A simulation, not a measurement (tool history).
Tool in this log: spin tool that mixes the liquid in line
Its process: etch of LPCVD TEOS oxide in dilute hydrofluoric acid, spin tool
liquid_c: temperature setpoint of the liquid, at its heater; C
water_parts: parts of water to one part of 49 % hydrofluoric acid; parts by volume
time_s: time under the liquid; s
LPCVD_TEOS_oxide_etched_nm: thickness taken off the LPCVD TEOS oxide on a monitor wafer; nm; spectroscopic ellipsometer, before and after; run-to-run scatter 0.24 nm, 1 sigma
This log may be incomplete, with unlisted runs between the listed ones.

Run 1, hour 0: liquid_c 22 C, water_parts 150 parts by volume, time_s 55 s. Result: LPCVD_TEOS_oxide_etched_nm 11.579 nm.
Run 2, hour 8.7: liquid_c 22 C, water_parts 150 parts by volume, time_s 60 s. Result: LPCVD_TEOS_oxide_etched_nm 12.646 nm.
Run 3, hour 14: liquid_c 22 C, water_parts 150 parts by volume, time_s 60 s. Result: LPCVD_TEOS_oxide_etched_nm 12.602 nm.
Run 4, hour 16.9: liquid_c 24.5 C, water_parts 130 parts by volume, time_s 60 s. Result: LPCVD_TEOS_oxide_etched_nm 16.659 nm.
Run 5, hour 22.9: liquid_c 24.5 C, water_parts 130 parts by volume, time_s 60 s. Result: LPCVD_TEOS_oxide_etched_nm 16.645 nm.
Run 6, hour 30.3: liquid_c 24.5 C, water_parts 175 parts by volume, time_s 60 s. Result: LPCVD_TEOS_oxide_etched_nm 11.52 nm.
Run 7, hour 37.2: liquid_c 24.5 C, water_parts 175 parts by volume, time_s 60 s. Result: LPCVD_TEOS_oxide_etched_nm 11.658 nm.
Run 8, hour 41.9: liquid_c 24.5 C, water_parts 175 parts by volume, time_s 60 s. Result: LPCVD_TEOS_oxide_etched_nm 11.659 nm.
Run 9, hour 46.6: liquid_c 26 C, water_parts 145 parts by volume, time_s 60 s. Result: LPCVD_TEOS_oxide_etched_nm 15.263 nm.
Run 10, hour 47.3: liquid_c 27 C, water_parts 125 parts by volume, time_s 60 s. Result: LPCVD_TEOS_oxide_etched_nm 18.804 nm.
Run 11, hour 51.1: liquid_c 30 C, water_parts 85 parts by volume, time_s 60 s. Result: LPCVD_TEOS_oxide_etched_nm 32.678 nm.

What does the tool deliver on the next run?
Run 12, hour 52.1: liquid_c 29 C, water_parts 85 parts by volume, time_s 60 s. Result: LPCVD_TEOS_oxide_etched_nm ?.

LPCVD_TEOS_oxide_etched_nm: 31.951 nm
